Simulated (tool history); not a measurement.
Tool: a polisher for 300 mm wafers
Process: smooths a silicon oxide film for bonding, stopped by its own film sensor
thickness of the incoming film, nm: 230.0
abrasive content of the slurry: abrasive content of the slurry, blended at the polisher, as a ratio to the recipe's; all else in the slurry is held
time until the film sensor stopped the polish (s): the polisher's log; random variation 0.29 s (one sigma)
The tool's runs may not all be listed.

run,hour,flow of slurry (ml/min),pressure of the wafer on the pad (kPa),speed of the pad under the wafer (m/s),abrasive content of the slurry,target thickness at which the film sensor stops the polish (angstrom),time until the film sensor stopped the polish (s)
1,0,260,11.7,1.02,1,2070,35.047
2,1,260,11.7,1.02,0.9,2070,37.615
3,2,260,11.7,1.02,0.75,2070,41.982
4,8.1,260,12.4,1.02,0.75,2070,40.585
5,9.4,260,12.4,0.76,0.75,2070,46.595
6,18.1,260,13.8,0.76,0.75,2070,43.936
7,21.6,260,14.5,0.8,0.75,2070,38.972

The next listed run, before its measurement:
8,26.6,260,15.2,0.8,0.75,2070,?

time until the film sensor stopped the polish (s): 38.592

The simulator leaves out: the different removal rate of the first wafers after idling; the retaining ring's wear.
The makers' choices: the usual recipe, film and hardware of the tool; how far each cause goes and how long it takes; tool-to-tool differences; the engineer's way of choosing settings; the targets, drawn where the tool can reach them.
